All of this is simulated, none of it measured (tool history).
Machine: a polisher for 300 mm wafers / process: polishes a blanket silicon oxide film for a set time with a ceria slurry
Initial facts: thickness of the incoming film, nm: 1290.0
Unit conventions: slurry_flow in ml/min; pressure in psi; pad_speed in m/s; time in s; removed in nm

{"run": 1, "hour": 0.0, "slurry_flow": 220, "pressure": 2.9, "pad_speed": 1.12, "time": 53, "removed": 286.97}
{"run": 2, "hour": 5.0, "slurry_flow": 185, "pressure": 2.9, "pad_speed": 1.12, "time": 53, "removed": 281.09}
{"run": 3, "hour": 8.7, "slurry_flow": 180, "pressure": 2.7, "pad_speed": 1.12, "time": 53, "removed": 266.15}
{"run": 4, "hour": 17.0, "slurry_flow": 180, "pressure": 2.5, "pad_speed": 1.12, "time": 53, "removed": 251.93}
{"run": 5, "hour": 22.5, "slurry_flow": 180, "pressure": 2.3, "pad_speed": 1.12, "time": 53, "removed": 235.33}
{"run": 6, "hour": 28.8, "slurry_flow": 180, "pressure": 2.3, "pad_speed": 0.92, "time": 53, "removed": 195.89}

Predict the results of run 7:
{"run": 7, "hour": 31.4, "slurry_flow": 185, "pressure": 2.4, "pad_speed": 0.92, "time": 53, "removed": "?"}

removed: 203.59 nm
